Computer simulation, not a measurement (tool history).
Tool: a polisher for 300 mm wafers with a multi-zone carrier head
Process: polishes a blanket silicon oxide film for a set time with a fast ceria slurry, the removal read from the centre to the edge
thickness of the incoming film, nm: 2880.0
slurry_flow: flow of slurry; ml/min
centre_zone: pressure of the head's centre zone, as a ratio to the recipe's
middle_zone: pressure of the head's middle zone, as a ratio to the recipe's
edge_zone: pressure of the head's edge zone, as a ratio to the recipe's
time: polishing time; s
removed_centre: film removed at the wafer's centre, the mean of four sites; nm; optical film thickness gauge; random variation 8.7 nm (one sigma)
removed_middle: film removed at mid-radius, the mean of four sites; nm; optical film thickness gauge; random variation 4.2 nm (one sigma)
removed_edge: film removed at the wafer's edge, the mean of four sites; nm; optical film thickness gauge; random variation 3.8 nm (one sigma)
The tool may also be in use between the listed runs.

run 1 hour=0 | slurry_flow=170 centre_zone=1 middle_zone=1 edge_zone=1 time=51 | removed_centre=814.96 removed_middle=846.87 removed_edge=814.25
run 2 hour=8.1 | slurry_flow=170 centre_zone=1.03 middle_zone=1 edge_zone=1 time=51 | removed_centre=868.03 removed_middle=832.04 removed_edge=814.11
run 3 hour=10.2 | slurry_flow=165 centre_zone=1.02 middle_zone=1 edge_zone=0.97 time=49 | removed_centre=800.82 removed_middle=807.56 removed_edge=773
run 4 hour=12.2 | slurry_flow=165 centre_zone=1.02 middle_zone=1 edge_zone=0.94 time=47 | removed_centre=790.6 removed_middle=775.91 removed_edge=737.1
run 5 hour=20.1 | slurry_flow=165 centre_zone=1.02 middle_zone=1 edge_zone=0.89 time=47 | removed_centre=792.67 removed_middle=768.04 removed_edge=715.54
run 6 hour=25.3 | slurry_flow=205 centre_zone=1.02 middle_zone=1 edge_zone=0.89 time=47 | removed_centre=838.33 removed_middle=802.84 removed_edge=735.69
run 7 hour=30.5 | slurry_flow=195 centre_zone=1.01 middle_zone=1 edge_zone=0.88 time=46 | removed_centre=783.03 removed_middle=773.21 removed_edge=713.47
run 8 hour=33.6 | slurry_flow=185 centre_zone=1 middle_zone=1 edge_zone=0.87 time=45 | removed_centre=757.93 removed_middle=758.38 removed_edge=692.72
run 9 hour=40.1 | slurry_flow=175 centre_zone=1 middle_zone=1 edge_zone=0.86 time=44 | removed_centre=728.49 removed_middle=732.24 removed_edge=669.65

Forecast run 10:
run 10 hour=49 | slurry_flow=125 centre_zone=0.98 middle_zone=1.01 edge_zone=0.81 time=41 | removed_centre=? removed_middle=? removed_edge=?

removed_centre: 618.47 nm
removed_middle: 649.65 nm
removed_edge: 585.98 nm
